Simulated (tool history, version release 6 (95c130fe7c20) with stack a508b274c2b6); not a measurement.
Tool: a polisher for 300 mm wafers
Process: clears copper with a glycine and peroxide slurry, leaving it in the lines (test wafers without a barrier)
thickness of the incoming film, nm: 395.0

| run | hour | flow of slurry (ml/min) | pressure of the wafer on the pad (kPa) | speed of the pad under the wafer (cm/s) | overpolish time after the end point (s) | time until the end point was called (s) | dishing of a wide line in a test structure (Å) |
|---|---|---|---|---|---|---|---|
| 1 | 0 | 125 | 11.7 | 92 | 13 | 108.31 | 288.64 |
| 2 | 5.8 | 125 | 11.7 | 92 | 12 | 106.01 | 278.32 |
| 3 | 6.7 | 125 | 9 | 92 | 12 | 127.17 | 240.07 |
| 4 | 13.9 | 150 | 9 | 92 | 12 | 124.36 | 242.93 |
| 5 | 17.8 | 150 | 9 | 92 | 11 | 127.02 | 223.09 |
| 6 | 22.3 | 150 | 9.7 | 92 | 10 | 118.79 | 222.8 |
| 7 | 30.5 | 150 | 9.7 | 92 | 9 | 117.89 | 192.81 |
| 8 | 33.8 | 150 | 10.3 | 92 | 8 | 112.18 | 192.03 |

Forecast run 9:
| 9 | 36.2 | 160 | 11 | 94 | 5 | ? | ? |

time until the end point was called (s): 103.77
dishing of a wide line in a test structure (Å): 133.29

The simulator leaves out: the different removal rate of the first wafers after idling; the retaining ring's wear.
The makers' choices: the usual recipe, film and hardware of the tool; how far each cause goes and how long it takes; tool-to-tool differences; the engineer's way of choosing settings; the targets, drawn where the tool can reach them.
